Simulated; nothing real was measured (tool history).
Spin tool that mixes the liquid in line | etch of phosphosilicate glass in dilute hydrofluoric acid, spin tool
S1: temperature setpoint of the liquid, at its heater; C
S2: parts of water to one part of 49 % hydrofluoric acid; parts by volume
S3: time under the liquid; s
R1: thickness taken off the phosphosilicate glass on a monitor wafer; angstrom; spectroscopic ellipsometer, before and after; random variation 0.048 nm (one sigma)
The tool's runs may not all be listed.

{"run": 1, "hour": 0.0, "S1": 20, "S2": 130, "S3": 15, "R1": 112.46}
{"run": 2, "hour": 7.4, "S1": 20, "S2": 130, "S3": 15, "R1": 111.37}
{"run": 3, "hour": 9.7, "S1": 20.5, "S2": 130, "S3": 15, "R1": 114.09}
{"run": 4, "hour": 12.6, "S1": 20.5, "S2": 130, "S3": 15, "R1": 114.33}
{"run": 5, "hour": 19.8, "S1": 20.5, "S2": 110, "S3": 15, "R1": 136.68}
{"run": 6, "hour": 22.9, "S1": 20.5, "S2": 110, "S3": 15, "R1": 136.32}
{"run": 7, "hour": 24.6, "S1": 20, "S2": 110, "S3": 15, "R1": 134.46}
{"run": 8, "hour": 33.2, "S1": 19.5, "S2": 110, "S3": 15, "R1": 131.45}

Forecast run 9:
{"run": 9, "hour": 38.7, "S1": 19, "S2": 110, "S3": 15, "R1": "?"}

{"run 9": {"R1": 128.58}}

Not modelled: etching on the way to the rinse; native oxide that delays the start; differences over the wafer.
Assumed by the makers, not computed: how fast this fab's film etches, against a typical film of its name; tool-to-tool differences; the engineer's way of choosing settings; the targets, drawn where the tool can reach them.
